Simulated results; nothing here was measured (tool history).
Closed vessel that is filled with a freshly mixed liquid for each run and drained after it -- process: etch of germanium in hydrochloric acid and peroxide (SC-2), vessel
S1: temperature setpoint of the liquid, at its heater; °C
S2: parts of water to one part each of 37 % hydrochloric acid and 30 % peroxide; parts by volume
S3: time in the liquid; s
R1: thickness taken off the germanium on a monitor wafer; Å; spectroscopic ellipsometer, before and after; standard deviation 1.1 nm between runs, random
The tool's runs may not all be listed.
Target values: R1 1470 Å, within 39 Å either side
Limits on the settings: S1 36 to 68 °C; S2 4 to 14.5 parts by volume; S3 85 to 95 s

run,hour,S1,S2,S3,R1
1,0,52,8,85,2131.9
2,1.9,48,8,85,1883.6
3,2.9,54.5,8,85,2320.5
4,10.3,50,8,85,2008.9
5,17.8,46.5,8,85,1797.3
6,20.1,44.5,8,85,1674.7
7,29.3,43,8,85,1621.7
# hour 35.4: new drum of peroxide connected
8,35.4,42,8,85,1544.1
9,36.9,41.5,8,85,1549.2

Below are 5 possible settings for the next run. Only one of them brings all results inside the allowed miss of their targets. Which is it?
A,38.4,42.5,8,85,?
B,38.4,42,9.5,85,?
C,38.4,40.5,8.5,85,?
D,38.4,42,6.5,85,?
E,38.4,39.5,4.5,90,?

move,R1
A,1601.4
B,1556.6
C,1491.8
D,1590.9
E,1559.7
A: its largest miss is bigger than the last run's
B: its largest miss is bigger than the last run's
C: each result inside its tolerance
D: its largest miss is bigger than the last run's
E: its largest miss is bigger than the last run's
Move C is the one to make.

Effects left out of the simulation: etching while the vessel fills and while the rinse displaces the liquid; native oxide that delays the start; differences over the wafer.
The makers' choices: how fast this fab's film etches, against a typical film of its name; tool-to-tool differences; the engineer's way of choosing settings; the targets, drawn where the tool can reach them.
